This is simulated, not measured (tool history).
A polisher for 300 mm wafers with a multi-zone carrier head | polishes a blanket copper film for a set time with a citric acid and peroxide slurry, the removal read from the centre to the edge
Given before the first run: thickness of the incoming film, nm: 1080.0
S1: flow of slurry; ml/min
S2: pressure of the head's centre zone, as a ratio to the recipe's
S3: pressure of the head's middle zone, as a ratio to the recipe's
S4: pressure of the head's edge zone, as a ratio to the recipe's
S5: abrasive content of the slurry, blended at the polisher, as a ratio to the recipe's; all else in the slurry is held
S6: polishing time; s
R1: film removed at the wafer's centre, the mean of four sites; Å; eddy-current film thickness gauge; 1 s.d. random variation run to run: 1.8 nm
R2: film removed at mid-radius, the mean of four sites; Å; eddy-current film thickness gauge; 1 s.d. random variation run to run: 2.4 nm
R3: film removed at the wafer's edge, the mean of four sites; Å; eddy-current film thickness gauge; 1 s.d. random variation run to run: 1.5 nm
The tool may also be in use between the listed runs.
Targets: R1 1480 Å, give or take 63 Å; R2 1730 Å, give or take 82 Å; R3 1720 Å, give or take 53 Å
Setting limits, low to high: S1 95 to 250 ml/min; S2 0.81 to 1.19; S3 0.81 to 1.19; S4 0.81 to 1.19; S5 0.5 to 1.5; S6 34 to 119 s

run	day	S1	S2	S3	S4	S5	S6	R1	R2	R3
1	0	160	1	1	1	1	76	1261.2	1363.3	1387.1
2	0.288	160	1	1	1.07	1	76	1292.5	1317.9	1451.5
3	0.475	175	0.99	1.05	1.09	1.1	77	1340	1433.1	1532.8
4	0.671	185	0.99	1.09	1.1	1.15	78	1366	1556.4	1582.8
# day 0.917: centre zone pressure recalibrated
5	0.917	185	0.91	1.09	1.1	1.15	78	1435.9	1571.8	1563.8
6	1.075	185	0.91	1.09	1.03	1.15	78	1431	1574	1523.3
7	1.279	190	0.93	1.11	1.07	1.2	78	1488.6	1592	1600.4
8	1.617	195	0.94	1.13	1.11	1.2	79	1538.6	1676.2	1609.3
9	1.788	170	0.96	1.15	1.13	1.25	80	1546.9	1727.8	1681.3
10	2.158	155	0.98	1.15	1.15	1.2	81	1567.4	1698.1	1680
11	2.188	185	0.99	1.14	1.16	1.2	80	1620.4	1689.6	1697.5
12	2.446	170	0.97	1.14	1.14	1.3	80	1575.6	1674	1670.7

Below are 5 possible settings for the next run. Only one of them brings all results inside the allowed miss of their targets. Which is it?
A	2.704	95	0.86	1.06	0.99	0.5	117	?	?	?
B	2.704	210	0.96	1.14	1.15	1.5	76	?	?	?
C	2.704	175	0.98	1.15	1.15	1.35	74	?	?	?
D	2.704	180	0.99	1.12	1.14	1.5	73	?	?	?
E	2.704	115	0.97	1.06	1.15	0.5	108	?	?	?

move	R1	R2	R3
A	1497.5	1762	1703.9
B	1581.6	1750.3	1672.6
C	1499.6	1641.3	1564.4
D	1539.1	1629.5	1581.1
E	1598.8	1659.9	1720.3
A: every result within its allowed miss
B: misses by more than the last run did
C: meets the target for the result that was furthest off, but another lies outside its allowed miss
D: meets the target for the result that was furthest off, but another lies outside its allowed miss
E: misses by more than the last run did
The move that meets every target is A.
